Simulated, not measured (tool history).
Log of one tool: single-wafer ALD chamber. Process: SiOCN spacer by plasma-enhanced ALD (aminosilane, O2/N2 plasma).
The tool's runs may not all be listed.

run	hour	heater temperature setpoint (K)	number of ALD cycles (cycles)	mean film thickness on the monitor wafer (Å)
1	0	648.15	72	47.511
2	1.9	648.15	69	45.57
3	9.1	643.15	69	45.571
4	10.2	643.15	79	52.152
5	15	643.15	75	49.514
6	21.3	634.15	75	49.484
7	22.1	634.15	71	46.847

Estimate the outcome of run 8 from the log above:
8	28.5	634.15	68	?

For run 8 the tool returned mean film thickness on the monitor wafer (Å) 44.984.
